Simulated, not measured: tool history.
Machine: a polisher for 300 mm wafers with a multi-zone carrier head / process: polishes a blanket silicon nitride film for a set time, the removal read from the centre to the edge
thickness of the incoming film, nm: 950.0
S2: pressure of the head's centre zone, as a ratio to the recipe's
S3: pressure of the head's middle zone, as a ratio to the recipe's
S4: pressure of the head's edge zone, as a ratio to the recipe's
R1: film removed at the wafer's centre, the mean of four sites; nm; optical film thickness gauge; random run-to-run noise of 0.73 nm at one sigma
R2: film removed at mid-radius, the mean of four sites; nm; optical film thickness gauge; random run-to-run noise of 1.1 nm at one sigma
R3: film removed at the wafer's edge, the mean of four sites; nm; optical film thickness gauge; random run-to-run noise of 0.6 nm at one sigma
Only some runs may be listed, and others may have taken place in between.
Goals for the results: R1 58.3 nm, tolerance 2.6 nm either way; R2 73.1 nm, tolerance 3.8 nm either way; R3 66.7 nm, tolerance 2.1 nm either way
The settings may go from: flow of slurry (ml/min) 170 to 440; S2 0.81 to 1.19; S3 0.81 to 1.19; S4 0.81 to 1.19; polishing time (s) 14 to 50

{"run": 1, "hour": 0.0, "flow of slurry (ml/min)": 280, "S2": 1, "S3": 1, "S4": 1, "polishing time (s)": 32, "R1": 55.083, "R2": 55.643, "R3": 57.925}
{"run": 2, "hour": 7.0, "flow of slurry (ml/min)": 280, "S2": 1, "S3": 1, "S4": 1.08, "polishing time (s)": 32, "R1": 55.295, "R2": 56.249, "R3": 59.982}
{"run": 3, "hour": 14.2, "flow of slurry (ml/min)": 285, "S2": 0.99, "S3": 1.04, "S4": 1.09, "polishing time (s)": 33, "R1": 56.582, "R2": 60.123, "R3": 63.04}
{"run": 4, "hour": 17.6, "flow of slurry (ml/min)": 290, "S2": 0.98, "S3": 1.07, "S4": 1.08, "polishing time (s)": 33, "R1": 56.186, "R2": 60.23, "R3": 62.028}
{"run": 5, "hour": 19.9, "flow of slurry (ml/min)": 290, "S2": 0.98, "S3": 1.07, "S4": 1.08, "polishing time (s)": 27, "R1": 46.043, "R2": 51.02, "R3": 50.5}
{"run": 6, "hour": 21.2, "flow of slurry (ml/min)": 300, "S2": 0.97, "S3": 1.1, "S4": 1.07, "polishing time (s)": 29, "R1": 49.446, "R2": 56.065, "R3": 54.078}
{"run": 7, "hour": 29.0, "flow of slurry (ml/min)": 310, "S2": 0.96, "S3": 1.12, "S4": 1.08, "polishing time (s)": 30, "R1": 51.412, "R2": 56.416, "R3": 56.986}
{"run": 8, "hour": 34.9, "flow of slurry (ml/min)": 280, "S2": 0.96, "S3": 1.14, "S4": 1.07, "polishing time (s)": 32, "R1": 53.343, "R2": 63.324, "R3": 60.637}
{"run": 9, "hour": 38.9, "flow of slurry (ml/min)": 280, "S2": 0.96, "S3": 1.14, "S4": 1.07, "polishing time (s)": 32, "R1": 53.065, "R2": 62.428, "R3": 61.098}
{"run": 10, "hour": 45.6, "flow of slurry (ml/min)": 265, "S2": 0.97, "S3": 1.15, "S4": 1.06, "polishing time (s)": 33, "R1": 57.343, "R2": 64.495, "R3": 61.58}
{"run": 11, "hour": 48.8, "flow of slurry (ml/min)": 255, "S2": 0.95, "S3": 1.16, "S4": 1.05, "polishing time (s)": 34, "R1": 55.734, "R2": 69.573, "R3": 61.56}
{"run": 12, "hour": 56.6, "flow of slurry (ml/min)": 255, "S2": 0.95, "S3": 1.16, "S4": 1.06, "polishing time (s)": 34, "R1": 56.683, "R2": 67.925, "R3": 63.327}
{"run": 13, "hour": 62.9, "flow of slurry (ml/min)": 250, "S2": 0.95, "S3": 1.17, "S4": 1.06, "polishing time (s)": 34, "R1": 55.698, "R2": 67.959, "R3": 63.795}

Which of these 4 next moves meets every target?
{"run": "A", "hour": 69.2, "flow of slurry (ml/min)": 265, "S2": 1.01, "S3": 1.13, "S4": 1.06, "polishing time (s)": 33, "R1": "?", "R2": "?", "R3": "?"}
{"run": "B", "hour": 69.2, "flow of slurry (ml/min)": 265, "S2": 0.87, "S3": 1.07, "S4": 1.09, "polishing time (s)": 37, "R1": "?", "R2": "?", "R3": "?"}
{"run": "C", "hour": 69.2, "flow of slurry (ml/min)": 245, "S2": 0.94, "S3": 1.19, "S4": 1.06, "polishing time (s)": 36, "R1": "?", "R2": "?", "R3": "?"}
{"run": "D", "hour": 69.2, "flow of slurry (ml/min)": 170, "S2": 0.87, "S3": 1.19, "S4": 0.84, "polishing time (s)": 38, "R1": "?", "R2": "?", "R3": "?"}

move=A R1=56.391 R2=65.437 R3=62.392
move=B R1=56.805 R2=70.054 R3=70.996
move=C R1=58.044 R2=74.222 R3=67.705
move=D R1=56.115 R2=76.103 R3=62.667
A: misses by more than the last run did
B: takes the result that was furthest off past its target
C: every result within its allowed miss
D: misses by more than the last run did
Go with C: it meets all targets.
